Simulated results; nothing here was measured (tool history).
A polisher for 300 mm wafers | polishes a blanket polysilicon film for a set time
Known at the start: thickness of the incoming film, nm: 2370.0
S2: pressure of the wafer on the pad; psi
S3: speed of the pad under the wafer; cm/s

Run 1, hour 0: flow of slurry (ml/min) 260, S2 3.5 psi, S3 126 cm/s, polishing time (s) 40. Result: film removed (nm) 492.21.
Run 2, hour 0.9: flow of slurry (ml/min) 230, S2 3.5 psi, S3 126 cm/s, polishing time (s) 40. Result: film removed (nm) 491.95.
Run 3, hour 6.8: flow of slurry (ml/min) 230, S2 3.5 psi, S3 126 cm/s, polishing time (s) 40. Result: film removed (nm) 490.76.
Run 4, hour 10.4: flow of slurry (ml/min) 230, S2 3.9 psi, S3 128 cm/s, polishing time (s) 40. Result: film removed (nm) 540.92.
Run 5, hour 15.9: flow of slurry (ml/min) 230, S2 3.3 psi, S3 128 cm/s, polishing time (s) 40. Result: film removed (nm) 468.94.
Run 6, hour 24.4: flow of slurry (ml/min) 230, S2 3.3 psi, S3 108 cm/s, polishing time (s) 40. Result: film removed (nm) 397.04.
Run 7, hour 32.5: flow of slurry (ml/min) 230, S2 3.7 psi, S3 114 cm/s, polishing time (s) 40. Result: film removed (nm) 472.13.
Run 8, hour 37.6: flow of slurry (ml/min) 230, S2 4 psi, S3 118 cm/s, polishing time (s) 40. Result: film removed (nm) 527.89.

Run 9 comes next. What will it give?
Run 9, hour 45.4: flow of slurry (ml/min) 230, S2 4 psi, S3 118 cm/s, polishing time (s) 40. Result: film removed (nm) ?.

{"run 9": {"film removed (nm)": 524.89}}

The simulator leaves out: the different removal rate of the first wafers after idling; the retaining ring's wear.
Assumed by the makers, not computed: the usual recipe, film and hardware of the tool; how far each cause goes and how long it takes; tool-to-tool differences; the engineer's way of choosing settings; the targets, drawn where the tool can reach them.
